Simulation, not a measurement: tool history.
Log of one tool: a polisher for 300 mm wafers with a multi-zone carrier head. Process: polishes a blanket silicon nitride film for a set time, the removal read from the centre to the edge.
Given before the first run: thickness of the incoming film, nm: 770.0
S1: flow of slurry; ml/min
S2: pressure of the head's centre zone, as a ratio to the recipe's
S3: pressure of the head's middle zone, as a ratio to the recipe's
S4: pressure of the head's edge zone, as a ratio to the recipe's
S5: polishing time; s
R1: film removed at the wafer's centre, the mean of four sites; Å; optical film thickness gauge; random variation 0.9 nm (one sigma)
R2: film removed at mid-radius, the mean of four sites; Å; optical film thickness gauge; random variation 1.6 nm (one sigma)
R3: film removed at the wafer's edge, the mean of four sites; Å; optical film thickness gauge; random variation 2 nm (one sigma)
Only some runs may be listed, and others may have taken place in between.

{"run": 1, "day": 0.0, "S1": 300, "S2": 1, "S3": 1, "S4": 1, "S5": 57, "R1": 1243.6, "R2": 1300.5, "R3": 1251.4}
{"run": 2, "day": 0.283, "S1": 300, "S2": 1, "S3": 1, "S4": 1, "S5": 43, "R1": 944.98, "R2": 985.44, "R3": 971.88}
{"run": 3, "day": 0.475, "S1": 275, "S2": 1, "S3": 1, "S4": 1, "S5": 43, "R1": 931.02, "R2": 973.3, "R3": 931.31}
{"run": 4, "day": 0.696, "S1": 220, "S2": 1, "S3": 1, "S4": 1, "S5": 43, "R1": 902.43, "R2": 919.8, "R3": 932.72}
{"run": 5, "day": 1.038, "S1": 240, "S2": 0.99, "S3": 1.03, "S4": 1.05, "S5": 49, "R1": 1017.1, "R2": 1106.6, "R3": 1071.6}
{"run": 6, "day": 1.275, "S1": 280, "S2": 0.99, "S3": 1.03, "S4": 1.05, "S5": 49, "R1": 1054.1, "R2": 1136.8, "R3": 1090.7}
{"run": 7, "day": 1.408, "S1": 295, "S2": 0.97, "S3": 1.04, "S4": 1.09, "S5": 53, "R1": 1097.6, "R2": 1247.5, "R3": 1201.6}
{"run": 8, "day": 1.675, "S1": 315, "S2": 0.97, "S3": 1.05, "S4": 1.12, "S5": 56, "R1": 1197.8, "R2": 1333.1, "R3": 1298.7}
{"run": 9, "day": 1.771, "S1": 335, "S2": 0.96, "S3": 1.06, "S4": 1.14, "S5": 58, "R1": 1225.7, "R2": 1387.9, "R3": 1396.2}
{"run": 10, "day": 1.971, "S1": 355, "S2": 0.97, "S3": 1.09, "S4": 1.15, "S5": 58, "R1": 1243.7, "R2": 1413.7, "R3": 1410.8}
{"run": 11, "day": 2.025, "S1": 355, "S2": 0.97, "S3": 1.09, "S4": 1.15, "S5": 58, "R1": 1243.7, "R2": 1441, "R3": 1393.3}

Run 12 is up next; what results do you expect?
{"run": 12, "day": 2.321, "S1": 365, "S2": 0.97, "S3": 1.1, "S4": 1.16, "S5": 59, "R1": "?", "R2": "?", "R3": "?"}

R1: 1262.8 Å
R2: 1461.9 Å
R3: 1427.6 Å
